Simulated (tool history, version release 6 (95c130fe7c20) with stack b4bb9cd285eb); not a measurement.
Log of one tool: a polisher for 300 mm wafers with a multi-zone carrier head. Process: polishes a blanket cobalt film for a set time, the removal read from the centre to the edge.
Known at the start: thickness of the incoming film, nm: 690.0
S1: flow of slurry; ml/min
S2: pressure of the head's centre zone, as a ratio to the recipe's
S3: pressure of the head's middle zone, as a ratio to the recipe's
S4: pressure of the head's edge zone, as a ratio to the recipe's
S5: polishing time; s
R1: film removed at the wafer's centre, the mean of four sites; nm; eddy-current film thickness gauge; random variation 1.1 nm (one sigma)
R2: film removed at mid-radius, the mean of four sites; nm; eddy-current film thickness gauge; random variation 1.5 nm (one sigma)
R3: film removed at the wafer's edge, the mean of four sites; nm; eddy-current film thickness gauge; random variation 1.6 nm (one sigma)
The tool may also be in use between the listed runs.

| run | hour | S1 | S2 | S3 | S4 | S5 | R1 | R2 | R3 |
|---|---|---|---|---|---|---|---|---|---|
| 1 | 0.0 | 205 | 1.00 | 1.00 | 1.00 | 69 | 157.29 | 157.44 | 161.93 |
| 2 | 7.4 | 205 | 0.95 | 1.00 | 1.00 | 69 | 147.60 | 153.89 | 158.58 |
| 3 | 9.2 | 205 | 0.95 | 1.00 | 0.93 | 69 | 147.50 | 155.41 | 150.32 |
| 4 | 16.6 | 205 | 0.95 | 1.00 | 0.98 | 69 | 149.58 | 154.58 | 159.00 |
| 5 | 19.4 | 195 | 0.94 | 1.01 | 0.96 | 69 | 143.42 | 153.96 | 153.81 |
| 6 | 26.9 | 195 | 0.94 | 1.01 | 0.96 | 78 | 164.50 | 172.87 | 175.07 |

The next listed run, before its measurement:
| 7 | 30.1 | 190 | 0.92 | 1.01 | 0.92 | 77 | ? | ? | ? |

Run 7 gave R1 156.55 nm, R2 174.23 nm, R3 173.16 nm.
